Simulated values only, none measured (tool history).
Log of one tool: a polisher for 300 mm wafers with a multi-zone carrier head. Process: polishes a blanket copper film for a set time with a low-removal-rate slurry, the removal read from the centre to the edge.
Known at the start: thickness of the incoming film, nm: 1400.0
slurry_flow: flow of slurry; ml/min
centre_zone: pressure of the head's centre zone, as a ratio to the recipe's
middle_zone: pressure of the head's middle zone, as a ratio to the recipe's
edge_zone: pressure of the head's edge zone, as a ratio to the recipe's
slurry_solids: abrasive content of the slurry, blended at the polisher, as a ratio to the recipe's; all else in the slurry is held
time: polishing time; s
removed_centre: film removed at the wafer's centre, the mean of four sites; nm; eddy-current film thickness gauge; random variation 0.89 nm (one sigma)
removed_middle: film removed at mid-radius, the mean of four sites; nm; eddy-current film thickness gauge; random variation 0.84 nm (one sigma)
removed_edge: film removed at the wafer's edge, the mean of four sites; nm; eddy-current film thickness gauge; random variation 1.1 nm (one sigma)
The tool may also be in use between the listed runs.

Run 1, day 0.000: slurry_flow 290 ml/min, centre_zone 1.00, middle_zone 1.00, edge_zone 1.00, slurry_solids 1.0, time 39 s. Result: removed_centre 125.190 nm, removed_middle 119.080 nm, removed_edge 120.640 nm.
Run 2, day 0.175: slurry_flow 240 ml/min, centre_zone 1.00, middle_zone 1.00, edge_zone 1.00, slurry_solids 1.0, time 39 s. Result: removed_centre 119.910 nm, removed_middle 114.160 nm, removed_edge 118.290 nm.
Run 3, day 0.358: slurry_flow 240 ml/min, centre_zone 1.03, middle_zone 1.00, edge_zone 1.00, slurry_solids 1.0, time 39 s. Result: removed_centre 119.690 nm, removed_middle 114.840 nm, removed_edge 118.170 nm.
Run 4, day 0.729: slurry_flow 240 ml/min, centre_zone 1.03, middle_zone 1.00, edge_zone 1.00, slurry_solids 1.0, time 29 s. Result: removed_centre 89.753 nm, removed_middle 87.482 nm, removed_edge 87.359 nm.
Run 5, day 0.783: slurry_flow 240 ml/min, centre_zone 1.03, middle_zone 1.00, edge_zone 1.00, slurry_solids 1.0, time 22 s. Result: removed_centre 69.347 nm, removed_middle 64.337 nm, removed_edge 66.225 nm.
Run 6, day 0.833: slurry_flow 240 ml/min, centre_zone 1.03, middle_zone 1.00, edge_zone 1.07, slurry_solids 1.0, time 22 s. Result: removed_centre 68.541 nm, removed_middle 64.993 nm, removed_edge 69.710 nm.
Run 7, day 0.904: slurry_flow 245 ml/min, centre_zone 1.04, middle_zone 0.99, edge_zone 1.08, slurry_solids 1.0, time 22 s. Result: removed_centre 68.711 nm, removed_middle 63.913 nm, removed_edge 71.321 nm.

Forecast run 8:
Run 8, day 1.112: slurry_flow 250 ml/min, centre_zone 1.05, middle_zone 0.99, edge_zone 1.08, slurry_solids 1.0, time 22 s. Result: removed_centre ?, removed_middle ?, removed_edge ?.

Run 8 gave removed_centre 70.601 nm, removed_middle 65.192 nm, removed_edge 69.454 nm.
